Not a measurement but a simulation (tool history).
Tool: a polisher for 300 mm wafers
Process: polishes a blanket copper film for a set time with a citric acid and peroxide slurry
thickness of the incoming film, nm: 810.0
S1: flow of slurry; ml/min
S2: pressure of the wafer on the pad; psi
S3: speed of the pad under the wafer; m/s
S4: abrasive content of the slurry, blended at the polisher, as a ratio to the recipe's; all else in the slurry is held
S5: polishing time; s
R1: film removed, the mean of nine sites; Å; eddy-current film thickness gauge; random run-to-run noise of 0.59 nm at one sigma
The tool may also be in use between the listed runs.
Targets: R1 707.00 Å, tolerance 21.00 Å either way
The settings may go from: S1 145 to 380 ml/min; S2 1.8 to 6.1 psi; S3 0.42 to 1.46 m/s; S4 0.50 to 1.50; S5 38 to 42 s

run 1 hour=0.0 | S1=245 S2=3.9 S3=0.94 S4=1.00 S5=42 | R1=1239.20
run 2 hour=6.7 | S1=245 S2=3.9 S3=0.80 S4=1.00 S5=42 | R1=1077.30
run 3 hour=7.3 | S1=245 S2=3.5 S3=0.80 S4=1.00 S5=42 | R1=986.65
run 4 hour=8.9 | S1=290 S2=3.5 S3=0.80 S4=1.00 S5=42 | R1=1024.10
run 5 hour=13.3 | S1=290 S2=3.5 S3=0.80 S4=1.00 S5=42 | R1=1024.00
run 6 hour=21.8 | S1=290 S2=3.5 S3=0.80 S4=1.15 S5=42 | R1=1047.00
run 7 hour=24.8 | S1=275 S2=2.4 S3=0.78 S4=1.15 S5=42 | R1=805.62
run 8 hour=26.7 | S1=265 S2=2.3 S3=0.78 S4=1.15 S5=42 | R1=792.25
run 9 hour=31.9 | S1=260 S2=2.2 S3=0.78 S4=1.15 S5=42 | R1=771.53
run 10 hour=33.5 | S1=255 S2=2.1 S3=0.78 S4=1.15 S5=42 | R1=765.64

Which single option among these 5 for the next run brings every result within its allowed miss of target? Just one does.
run A hour=35.1 | S1=275 S2=3.0 S3=0.68 S4=1.30 S5=42 | R1=?
run B hour=35.1 | S1=345 S2=1.8 S3=0.88 S4=1.30 S5=42 | R1=?
run C hour=35.1 | S1=360 S2=2.5 S3=0.70 S4=0.85 S5=38 | R1=?
run D hour=35.1 | S1=185 S2=2.1 S3=0.88 S4=1.30 S5=42 | R1=?
run E hour=35.1 | S1=255 S2=1.9 S3=0.84 S4=1.10 S5=39 | R1=?

move=A R1=829.20
move=B R1=811.03
move=C R1=655.29
move=D R1=825.24
move=E R1=699.86
A: moves away from the targets compared with the last run
B: moves away from the targets compared with the last run
C: takes the result that was furthest off past its target
D: moves away from the targets compared with the last run
E: all results in spec
Move E is the one to make.

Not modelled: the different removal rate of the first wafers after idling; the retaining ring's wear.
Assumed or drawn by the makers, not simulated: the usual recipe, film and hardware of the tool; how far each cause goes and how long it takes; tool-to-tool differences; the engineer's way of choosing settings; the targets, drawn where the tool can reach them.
